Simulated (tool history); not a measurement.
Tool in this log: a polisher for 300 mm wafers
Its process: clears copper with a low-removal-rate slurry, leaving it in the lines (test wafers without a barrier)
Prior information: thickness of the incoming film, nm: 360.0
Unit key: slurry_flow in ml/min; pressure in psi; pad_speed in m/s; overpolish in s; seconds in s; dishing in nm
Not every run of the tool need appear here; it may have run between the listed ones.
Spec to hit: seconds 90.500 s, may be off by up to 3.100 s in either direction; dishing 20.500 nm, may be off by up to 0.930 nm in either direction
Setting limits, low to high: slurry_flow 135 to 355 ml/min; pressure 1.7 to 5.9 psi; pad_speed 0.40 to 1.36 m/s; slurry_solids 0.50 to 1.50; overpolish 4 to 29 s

run 1 hour=0.0 | slurry_flow=225 pressure=3.8 pad_speed=0.88 slurry_solids=1.00 overpolish=15 | seconds=113.910 dishing=37.900
run 2 hour=5.2 | slurry_flow=230 pressure=3.9 pad_speed=0.90 slurry_solids=1.00 overpolish=11 | seconds=108.480 dishing=30.402
run 3 hour=11.2 | slurry_flow=255 pressure=3.9 pad_speed=0.90 slurry_solids=1.00 overpolish=11 | seconds=107.280 dishing=30.005
run 4 hour=18.5 | slurry_flow=255 pressure=3.9 pad_speed=0.90 slurry_solids=0.80 overpolish=11 | seconds=113.760 dishing=28.105
run 5 hour=25.0 | slurry_flow=255 pressure=3.9 pad_speed=0.90 slurry_solids=0.80 overpolish=7 | seconds=114.170 dishing=19.261
run 6 hour=29.4 | slurry_flow=255 pressure=4.2 pad_speed=0.90 slurry_solids=0.75 overpolish=6 | seconds=108.370 dishing=17.514
run 7 hour=32.5 | slurry_flow=260 pressure=4.4 pad_speed=0.90 slurry_solids=0.75 overpolish=6 | seconds=104.340 dishing=18.257
run 8 hour=33.4 | slurry_flow=260 pressure=4.6 pad_speed=0.90 slurry_solids=0.75 overpolish=6 | seconds=96.628 dishing=18.832
run 9 hour=38.9 | slurry_flow=260 pressure=4.7 pad_speed=0.90 slurry_solids=0.75 overpolish=6 | seconds=96.719 dishing=19.891
run 10 hour=46.5 | slurry_flow=260 pressure=4.8 pad_speed=0.90 slurry_solids=0.75 overpolish=6 | seconds=94.714 dishing=19.369

Exactly one of the 4 candidate moves below puts every result within its allowed miss. Which one?
run A hour=54.1 | slurry_flow=270 pressure=5.2 pad_speed=0.92 slurry_solids=0.60 overpolish=7 | seconds=? dishing=?
run B hour=54.1 | slurry_flow=245 pressure=4.9 pad_speed=0.96 slurry_solids=0.95 overpolish=6 | seconds=? dishing=?
run C hour=54.1 | slurry_flow=235 pressure=5.2 pad_speed=0.96 slurry_solids=0.75 overpolish=6 | seconds=? dishing=?
run D hour=54.1 | slurry_flow=325 pressure=3.9 pad_speed=1.20 slurry_solids=0.60 overpolish=6 | seconds=? dishing=?

move=A seconds=92.075 dishing=23.389
move=B seconds=83.433 dishing=22.207
move=C seconds=84.325 dishing=22.012
move=D seconds=92.408 dishing=20.136
A: the furthest-off result lands on target, but another misses its tolerance
B: pushes the last run's worst result past its target
C: pushes the last run's worst result past its target
D: hits every target within its allowed miss
The right move is D.
